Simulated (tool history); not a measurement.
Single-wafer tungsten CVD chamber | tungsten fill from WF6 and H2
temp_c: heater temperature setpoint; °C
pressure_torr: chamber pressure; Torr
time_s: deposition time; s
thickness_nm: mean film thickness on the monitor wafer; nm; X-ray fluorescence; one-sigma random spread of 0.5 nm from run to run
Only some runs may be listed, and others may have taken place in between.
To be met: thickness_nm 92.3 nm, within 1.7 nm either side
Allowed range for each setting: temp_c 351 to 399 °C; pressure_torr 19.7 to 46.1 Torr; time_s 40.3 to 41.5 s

run	hour	temp_c	pressure_torr	time_s	thickness_nm
1	0	375	32.9	40.3	77.008
2	2.7	375	36.3	40.3	80.576
3	9.5	364	36.3	40.3	61.711
4	14.2	358	36.3	40.3	53.046
5	14.7	361	36.4	40.3	57.152
6	22.1	361	36.4	40.3	57.631
7	22.9	363	36.4	40.3	59.988
8	24.3	375	37	40.3	81.629
9	30.8	376	37	40.3	83.75
10	36.4	376	37	40.3	83.163
11	40.8	376	37	40.3	83.807
12	41.7	378	37	40.3	87.319
13	45.6	379	37	40.3	88.827

5 candidate next runs follow, results not yet known. Just one meets every target within its allowed miss. Identify it.
A	49.5	381	37.2	41.3	?
B	49.5	376	39.7	41.5	?
C	49.5	379	36.1	40.7	?
D	49.5	382	34	40.3	?
E	49.5	377	39.5	41	?

move	thickness_nm
A	95.865
B	88.433
C	88.956
D	91.693
E	89.231
A: moves the result that the last run missed by most past its target, out the other side
B: further off than the last run
C: about the same distance from the targets as the last run
D: all results land within tolerance of their targets
E: closes in on the targets versus the last run, not all within tolerance yet
D meets every target.
